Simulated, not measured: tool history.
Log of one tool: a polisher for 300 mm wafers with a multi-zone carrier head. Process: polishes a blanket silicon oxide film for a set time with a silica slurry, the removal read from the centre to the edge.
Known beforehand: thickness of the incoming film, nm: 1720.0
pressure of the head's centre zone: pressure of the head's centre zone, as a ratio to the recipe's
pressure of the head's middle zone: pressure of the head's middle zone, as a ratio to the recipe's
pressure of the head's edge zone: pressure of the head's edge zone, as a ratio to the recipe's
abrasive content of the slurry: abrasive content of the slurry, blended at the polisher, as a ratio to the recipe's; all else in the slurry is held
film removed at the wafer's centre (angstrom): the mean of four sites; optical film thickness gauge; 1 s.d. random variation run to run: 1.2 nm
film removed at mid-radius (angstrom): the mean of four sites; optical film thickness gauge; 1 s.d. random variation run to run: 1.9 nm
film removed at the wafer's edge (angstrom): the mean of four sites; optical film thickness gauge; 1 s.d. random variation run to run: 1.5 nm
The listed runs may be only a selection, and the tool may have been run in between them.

run  hour  flow of slurry (ml/min)  pressure of the head's centre zone  pressure of the head's middle zone  pressure of the head's edge zone  abrasive content of the slurry  polishing time (s)  film removed at the wafer's centre (angstrom)  film removed at mid-radius (angstrom)  film removed at the wafer's edge (angstrom)
  1     0                      155                                   1                                   1                                 1                               1                  71                                         1360.7                                 1373.9                                       1383.8
  2   2.8                      155                                1.08                                   1                                 1                               1                  71                                         1473.5                                 1372.3                                       1334.2
  3   3.5                      155                                1.08                                   1                                 1                             1.2                  71                                         1577.1                                 1440.7                                       1466.6
  4     5                      155                                1.08                                   1                              1.07                             1.2                  71                                         1567.8                                 1450.3                                       1515.5
  5  11.1                      155                                1.08                                   1                              1.04                             1.2                  71                                         1579.1                                 1445.5                                       1502.9
  6  16.4                      155                                1.08                                   1                              1.13                             1.2                  71                                         1597.1                                 1460.2                                       1547.2
  7  17.2                      155                                1.09                                   1                              1.13                             1.2                  71                                         1601.5                                 1498.7                                       1559.4
  8    25                      155                                 1.1                                0.99                              1.12                             1.2                  71                                         1595.5                                 1434.5                                       1547.7

Run 9 has not been measured yet. What should we expect?
  9  31.8                      180                                1.16                                1.01                              1.02                            1.15                  71                                              ?                                      ?                                            ?

{"run 9": {"film removed at the wafer's centre (angstrom)": 1731.6, "film removed at mid-radius (angstrom)": 1512.3, "film removed at the wafer's edge (angstrom)": 1467.5}}
